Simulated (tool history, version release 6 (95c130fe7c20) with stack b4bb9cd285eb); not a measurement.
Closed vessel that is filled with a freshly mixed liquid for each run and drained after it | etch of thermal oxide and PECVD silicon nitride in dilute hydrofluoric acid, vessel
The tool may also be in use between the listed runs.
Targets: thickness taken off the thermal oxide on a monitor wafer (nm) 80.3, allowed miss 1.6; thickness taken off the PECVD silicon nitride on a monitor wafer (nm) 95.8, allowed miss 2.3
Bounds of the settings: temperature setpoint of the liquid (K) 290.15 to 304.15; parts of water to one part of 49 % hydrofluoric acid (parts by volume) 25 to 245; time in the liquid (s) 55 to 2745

| run | hour | temperature setpoint of the liquid (K) | parts of water to one part of 49 % hydrofluoric acid (parts by volume) | time in the liquid (s) | thickness taken off the thermal oxide on a monitor wafer (nm) | thickness taken off the PECVD silicon nitride on a monitor wafer (nm) |
|---|---|---|---|---|---|---|
| 1 | 0 | 296.15 | 135 | 1400 | 45.05 | 56.099 |
| 2 | 8.7 | 296.15 | 135 | 1790 | 57.696 | 70.658 |
| 3 | 16.1 | 296.15 | 125 | 1775 | 62.165 | 75.371 |
| 4 | 24.9 | 296.15 | 120 | 1760 | 64.945 | 77.545 |
| 5 | 31.5 | 299.15 | 120 | 1760 | 72.277 | 94.893 |
| 6 | 38.4 | 297.15 | 120 | 1760 | 67.246 | 84.107 |
| 7 | 43.2 | 297.15 | 115 | 1750 | 69.7 | 86.089 |
| 8 | 52.3 | 297.15 | 110 | 1745 | 73.68 | 89.433 |
| 9 | 54 | 297.15 | 110 | 1740 | 74.201 | 89.702 |
| 10 | 63 | 297.15 | 110 | 1735 | 73.665 | 88.643 |
| 11 | 68 | 297.65 | 95 | 1705 | 86.608 | 104.4 |
| 12 | 76.6 | 297.65 | 95 | 1710 | 87.894 | 104.38 |
| 13 | 85.8 | 297.65 | 95 | 1715 | 87.602 | 105.27 |
| 14 | 89.6 | 296.65 | 105 | 1740 | 75.425 | 91.652 |
| 15 | 91.7 | 296.65 | 105 | 1735 | 75.95 | 89.438 |
| 16 | 97.6 | 296.65 | 105 | 1730 | 76.082 | 91.784 |
| 17 | 100.1 | 296.65 | 105 | 1725 | 75.155 | 90.014 |
| 18 | 102.8 | 296.65 | 105 | 1720 | 74.907 | 89.972 |
| 19 | 111.9 | 296.65 | 105 | 1715 | 75.334 | 90.637 |
| 20 | 117.1 | 296.65 | 105 | 1710 | 74.98 | 89.978 |

Which of these 5 next moves meets every target?
| A | 122.3 | 296.15 | 115 | 2090 | ? | ? |
| B | 122.3 | 297.65 | 110 | 1780 | ? | ? |
| C | 122.3 | 299.15 | 115 | 1835 | ? | ? |
| D | 122.3 | 300.65 | 120 | 1745 | ? | ? |
| E | 122.3 | 293.15 | 80 | 1560 | ? | ? |

| move | thickness taken off the thermal oxide on a monitor wafer (nm) | thickness taken off the PECVD silicon nitride on a monitor wafer (nm) |
|---|---|---|
| A | 80.831 | 96.227 |
| B | 76.806 | 94.496 |
| C | 79.778 | 102.74 |
| D | 76.492 | 103.06 |
| E | 79.973 | 83.752 |
A: meets every target
B: nearer than the last run, and not there yet
C: brings the result that was furthest off to its target, and leaves another outside
D: nearer than the last run, and not there yet
E: brings the result that was furthest off to its target, and leaves another outside
Move A is the one to make.

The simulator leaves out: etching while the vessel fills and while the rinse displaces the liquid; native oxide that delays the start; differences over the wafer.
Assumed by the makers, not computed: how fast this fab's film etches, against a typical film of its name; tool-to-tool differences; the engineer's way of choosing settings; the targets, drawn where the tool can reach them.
